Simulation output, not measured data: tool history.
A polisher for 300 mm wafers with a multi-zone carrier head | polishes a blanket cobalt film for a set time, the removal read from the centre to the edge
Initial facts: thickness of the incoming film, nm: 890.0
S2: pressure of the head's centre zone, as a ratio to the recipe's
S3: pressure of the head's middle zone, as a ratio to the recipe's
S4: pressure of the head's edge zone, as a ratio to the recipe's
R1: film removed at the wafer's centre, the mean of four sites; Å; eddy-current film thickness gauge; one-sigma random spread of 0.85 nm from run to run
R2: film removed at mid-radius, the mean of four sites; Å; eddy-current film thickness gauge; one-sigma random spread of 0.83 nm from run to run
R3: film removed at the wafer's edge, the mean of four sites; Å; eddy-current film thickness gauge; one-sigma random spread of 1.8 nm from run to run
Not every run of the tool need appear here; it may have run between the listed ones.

run 1 hour=0 | flow_of_slurry_(ml/min)=220 S2=1 S3=1 S4=1 polishing_time_(s)=39 | R1=1869.9 R2=1863.9 R3=1762.5
run 2 hour=4.5 | flow_of_slurry_(ml/min)=205 S2=0.95 S3=0.94 S4=0.99 polishing_time_(s)=34 | R1=1553.7 R2=1540.1 R3=1573.6
run 3 hour=13.2 | flow_of_slurry_(ml/min)=255 S2=0.95 S3=0.94 S4=0.99 polishing_time_(s)=34 | R1=1594 R2=1606.6 R3=1575.5
run 4 hour=15.6 | flow_of_slurry_(ml/min)=235 S2=0.91 S3=0.9 S4=0.96 polishing_time_(s)=31 | R1=1395.5 R2=1388.4 R3=1421.3
run 5 hour=17.7 | flow_of_slurry_(ml/min)=215 S2=0.88 S3=0.88 S4=0.94 polishing_time_(s)=29 | R1=1225.3 R2=1250 R3=1293.6
run 6 hour=24.2 | flow_of_slurry_(ml/min)=195 S2=0.86 S3=0.86 S4=0.93 polishing_time_(s)=29 | R1=1183.5 R2=1210.6 R3=1271.3
run 7 hour=25.1 | flow_of_slurry_(ml/min)=180 S2=0.85 S3=0.84 S4=0.93 polishing_time_(s)=29 | R1=1167.1 R2=1176.7 R3=1279
run 8 hour=31.8 | flow_of_slurry_(ml/min)=160 S2=0.81 S3=0.81 S4=0.89 polishing_time_(s)=27 | R1=1002.5 R2=1048.8 R3=1141.8

Forecast run 9:
run 9 hour=34.9 | flow_of_slurry_(ml/min)=175 S2=0.82 S3=0.81 S4=0.91 polishing_time_(s)=27 | R1=? R2=? R3=?

R1: 1027.8 Å
R2: 1065.7 Å
R3: 1179.1 Å

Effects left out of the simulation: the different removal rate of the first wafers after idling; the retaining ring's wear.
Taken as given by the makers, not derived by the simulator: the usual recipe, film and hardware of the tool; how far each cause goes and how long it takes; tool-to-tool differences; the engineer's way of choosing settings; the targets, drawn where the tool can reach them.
